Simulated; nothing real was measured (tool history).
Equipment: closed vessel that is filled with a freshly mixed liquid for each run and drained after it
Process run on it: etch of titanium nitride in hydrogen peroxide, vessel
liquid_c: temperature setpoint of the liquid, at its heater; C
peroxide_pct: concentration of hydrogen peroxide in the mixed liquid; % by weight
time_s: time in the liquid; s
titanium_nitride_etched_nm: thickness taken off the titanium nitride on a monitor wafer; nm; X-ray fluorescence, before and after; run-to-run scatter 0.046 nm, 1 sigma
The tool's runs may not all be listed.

| run | hour | liquid_c | peroxide_pct | time_s | titanium_nitride_etched_nm |
|---|---|---|---|---|---|
| 1 | 0.0 | 56.0 | 24 | 265 | 12.1920 |
| 2 | 0.7 | 54.5 | 24 | 265 | 10.9490 |
| 3 | 5.3 | 53.0 | 24 | 265 | 9.8708 |
| 4 | 11.1 | 52.0 | 24 | 265 | 9.1560 |
| 5 | 12.1 | 51.5 | 24 | 265 | 8.8316 |
| 6 | 18.2 | 51.5 | 19 | 265 | 8.4311 |
| 7 | 24.4 | 51.5 | 19 | 265 | 8.3617 |

Estimate the outcome of run 8 from the log above:
| 8 | 32.8 | 51.0 | 19 | 265 | ? |

Run 8 came out at titanium_nitride_etched_nm 8.0814 nm.

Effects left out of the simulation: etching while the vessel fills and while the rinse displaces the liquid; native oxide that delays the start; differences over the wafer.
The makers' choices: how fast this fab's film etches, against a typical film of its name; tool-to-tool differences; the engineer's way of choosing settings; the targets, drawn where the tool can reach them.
